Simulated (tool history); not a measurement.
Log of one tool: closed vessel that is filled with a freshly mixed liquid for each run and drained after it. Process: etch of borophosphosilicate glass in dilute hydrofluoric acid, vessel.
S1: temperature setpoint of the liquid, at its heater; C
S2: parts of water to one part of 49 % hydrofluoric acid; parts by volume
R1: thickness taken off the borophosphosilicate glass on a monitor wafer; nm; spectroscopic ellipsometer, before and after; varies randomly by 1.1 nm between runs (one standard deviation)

run 1 hour=0 | S1=24 S2=80 time_in_the_liquid_(s)=95 | R1=74.627
run 2 hour=3.5 | S1=22 S2=80 time_in_the_liquid_(s)=95 | R1=68.833
run 3 hour=11.9 | S1=22 S2=80 time_in_the_liquid_(s)=95 | R1=67.917
run 4 hour=13.7 | S1=22 S2=70 time_in_the_liquid_(s)=95 | R1=79.285
run 5 hour=20.6 | S1=22 S2=70 time_in_the_liquid_(s)=95 | R1=79.714
run 6 hour=29 | S1=25 S2=60 time_in_the_liquid_(s)=95 | R1=105.89
run 7 hour=36.8 | S1=27 S2=55 time_in_the_liquid_(s)=95 | R1=125.71
run 8 hour=40.7 | S1=28.5 S2=50 time_in_the_liquid_(s)=95 | R1=148.74
run 9 hour=47.7 | S1=29.5 S2=50 time_in_the_liquid_(s)=95 | R1=152.63

The next listed run, before its measurement:
run 10 hour=52.3 | S1=30.5 S2=50 time_in_the_liquid_(s)=95 | R1=?

Logged for run 10: R1 162.63 nm.
